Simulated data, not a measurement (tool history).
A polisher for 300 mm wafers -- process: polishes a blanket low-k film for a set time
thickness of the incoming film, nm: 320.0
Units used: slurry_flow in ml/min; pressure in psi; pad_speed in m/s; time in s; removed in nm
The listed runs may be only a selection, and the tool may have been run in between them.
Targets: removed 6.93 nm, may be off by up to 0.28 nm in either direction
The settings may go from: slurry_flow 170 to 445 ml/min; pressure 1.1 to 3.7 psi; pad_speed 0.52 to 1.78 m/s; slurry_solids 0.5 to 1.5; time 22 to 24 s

| run | hour | slurry_flow | pressure | pad_speed | slurry_solids | time | removed |
|---|---|---|---|---|---|---|---|
| 1 | 0 | 285 | 2.4 | 1.14 | 1 | 24 | 11.285 |
| 2 | 2 | 285 | 2.2 | 1.14 | 1 | 24 | 10.519 |
| 3 | 7.1 | 285 | 2 | 1.14 | 1 | 24 | 9.6104 |
| 4 | 10 | 285 | 1.8 | 1.14 | 1 | 24 | 8.7557 |
| 5 | 11.5 | 235 | 1.8 | 1.14 | 1 | 24 | 8.5126 |
| 6 | 19.9 | 180 | 1.8 | 1.14 | 1 | 24 | 8.3982 |
| 7 | 20.7 | 180 | 1.7 | 1.14 | 1 | 24 | 8.0321 |
| 8 | 23.5 | 180 | 1.6 | 1.14 | 1 | 24 | 7.6049 |

4 next moves are on the table. One of them brings every result within its allowed miss. Which?
| A | 26.3 | 175 | 1.6 | 1.36 | 0.95 | 24 | ? |
| B | 26.3 | 170 | 1.8 | 1.2 | 0.95 | 22 | ? |
| C | 26.3 | 170 | 1.9 | 0.94 | 1.1 | 24 | ? |
| D | 26.3 | 180 | 1.4 | 1.22 | 1.05 | 23 | ? |

| move | removed |
|---|---|
| A | 8.3712 |
| B | 7.7409 |
| C | 7.703 |
| D | 6.7442 |
A: lands further from the targets than the last run did
B: lands further from the targets than the last run did
C: lands further from the targets than the last run did
D: in spec on every target
Answer: D

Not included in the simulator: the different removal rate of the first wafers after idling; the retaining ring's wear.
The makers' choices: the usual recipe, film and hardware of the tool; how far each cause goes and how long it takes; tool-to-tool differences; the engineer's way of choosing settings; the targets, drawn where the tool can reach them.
